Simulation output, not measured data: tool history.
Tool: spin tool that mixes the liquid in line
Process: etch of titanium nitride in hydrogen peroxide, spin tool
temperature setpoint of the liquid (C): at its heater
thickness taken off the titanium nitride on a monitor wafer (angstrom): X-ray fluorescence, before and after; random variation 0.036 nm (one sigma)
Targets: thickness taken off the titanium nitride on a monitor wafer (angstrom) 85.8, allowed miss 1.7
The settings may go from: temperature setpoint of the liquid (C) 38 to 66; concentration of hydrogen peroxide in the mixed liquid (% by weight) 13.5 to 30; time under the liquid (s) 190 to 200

run  hour  temperature setpoint of the liquid (C)  concentration of hydrogen peroxide in the mixed liquid (% by weight)  time under the liquid (s)  thickness taken off the titanium nitride on a monitor wafer (angstrom)
  1     0                                      54                                                                  25.5                        190                                                                  118.88
  2     3                                      54                                                                  25.5                        190                                                                  118.97
  3   9.2                                    53.5                                                                  25.5                        190                                                                  114.59
  4  15.8                                    53.5                                                                  25.5                        190                                                                  115.69
  5  22.6                                      53                                                                  25.5                        190                                                                  110.71
  6  30.6                                      60                                                                  25.5                        190                                                                  180.33
  7  39.1                                    58.5                                                                  25.5                        190                                                                  162.76
  8  40.2                                    58.5                                                                  25.5                        190                                                                  162.12
  9  46.5                                      57                                                                  25.5                        190                                                                  146.81
 10  50.7                                      56                                                                  25.5                        190                                                                  136.81
 11  56.5                                      55                                                                  25.5                        190                                                                  127.96
 12    65                                      54                                                                  25.5                        190                                                                  119.16
 13    69                                    53.5                                                                  25.5                        190                                                                  113.92
 14  70.6                                    53.5                                                                  25.5                        190                                                                  115.05
 15  72.1                                      53                                                                  25.5                        190                                                                  109.86
 16  78.5                                    52.5                                                                  25.5                        190                                                                  106.67
 17  79.7                                      49                                                                  25.5                        190                                                                  82.857

4 next moves are on the table. One of them brings every result within its allowed miss. Which?
  A  80.9                                    48.5                                                                  29.5                        190                                                                       ?
  B  80.9                                    48.5                                                                  27.5                        200                                                                       ?
  C  80.9                                    48.5                                                                  22.5                        200                                                                       ?
  D  80.9                                      49                                                                  24.5                        190                                                                       ?

move  thickness taken off the titanium nitride on a monitor wafer (angstrom)
   A                                                                   83.13
   B                                                                  86.158
   C                                                                  82.469
   D                                                                  82.764
A: nearer than the last run, and not there yet
B: meets every target
C: further off than the last run
D: as far off as the last run
Move B is the one to make.

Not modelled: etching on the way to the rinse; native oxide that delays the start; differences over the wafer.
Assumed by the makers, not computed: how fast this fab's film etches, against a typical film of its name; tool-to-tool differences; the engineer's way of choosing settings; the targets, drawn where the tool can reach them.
